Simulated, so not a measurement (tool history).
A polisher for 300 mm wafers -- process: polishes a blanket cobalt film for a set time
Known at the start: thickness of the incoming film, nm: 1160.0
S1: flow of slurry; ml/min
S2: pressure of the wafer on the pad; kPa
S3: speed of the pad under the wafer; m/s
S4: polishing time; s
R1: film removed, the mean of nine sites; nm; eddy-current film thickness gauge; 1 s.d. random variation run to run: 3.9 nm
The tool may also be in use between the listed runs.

run    day   S1    S2    S3  S4      R1
  1  0.000  160  15.2  1.14  88  510.56
  2  0.088  160  15.2  1.38  88  610.52
  3  0.346  180  15.2  1.38  88  635.18
  4  0.375  180  17.9  1.38  88  718.80
  5  0.571  175  16.5  1.38  88  661.47
  6  0.912  175  16.5  1.38  88  676.09
     0.946  -- slurry nozzle cleaned
  7  0.946  170  15.2  1.38  88  648.81

Predict the results of run 8:
  8  1.054  165  13.8  1.36  88   ?

{"run 8": {"R1": 593.5}}
